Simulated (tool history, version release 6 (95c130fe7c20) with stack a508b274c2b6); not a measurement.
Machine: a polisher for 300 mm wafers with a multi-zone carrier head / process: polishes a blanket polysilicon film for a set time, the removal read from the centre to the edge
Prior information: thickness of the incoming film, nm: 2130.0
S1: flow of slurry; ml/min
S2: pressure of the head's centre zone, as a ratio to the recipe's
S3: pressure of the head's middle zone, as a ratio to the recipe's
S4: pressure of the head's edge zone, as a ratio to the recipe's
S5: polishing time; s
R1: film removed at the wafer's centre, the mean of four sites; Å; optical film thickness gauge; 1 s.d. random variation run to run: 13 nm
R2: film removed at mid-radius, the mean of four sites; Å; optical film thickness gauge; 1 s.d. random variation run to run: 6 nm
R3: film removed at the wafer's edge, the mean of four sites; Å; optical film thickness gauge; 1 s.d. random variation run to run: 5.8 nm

run 1 hour=0 | S1=230 S2=1 S3=1 S4=1 S5=84 | R1=6710.6 R2=6718 R3=6755.2
run 2 hour=3.6 | S1=230 S2=1.06 S3=1 S4=1 S5=84 | R1=7202.4 R2=6682.9 R3=6794.2
run 3 hour=7.7 | S1=230 S2=1.06 S3=1 S4=1 S5=93 | R1=7886 R2=7325.5 R3=7569.2
run 4 hour=14.5 | S1=245 S2=1.1 S3=0.99 S4=1.05 S5=94 | R1=8373.5 R2=7486.4 R3=7711.5
run 5 hour=20.1 | S1=245 S2=1.1 S3=0.99 S4=1.05 S5=113 | R1=10253 R2=8851.9 R3=9393.5
run 6 hour=27.8 | S1=275 S2=1.1 S3=0.99 S4=1.05 S5=113 | R1=10241 R2=9071.3 R3=9354.8
run 7 hour=31.6 | S1=275 S2=1.1 S3=0.99 S4=1.05 S5=113 | R1=10229 R2=8978.5 R3=9426.9

Predict the results of run 8:
run 8 hour=36.4 | S1=270 S2=1.1 S3=0.94 S4=1.03 S5=112 | R1=? R2=? R3=?

R1: 9986.8 Å
R2: 8464.4 Å
R3: 9284.3 Å
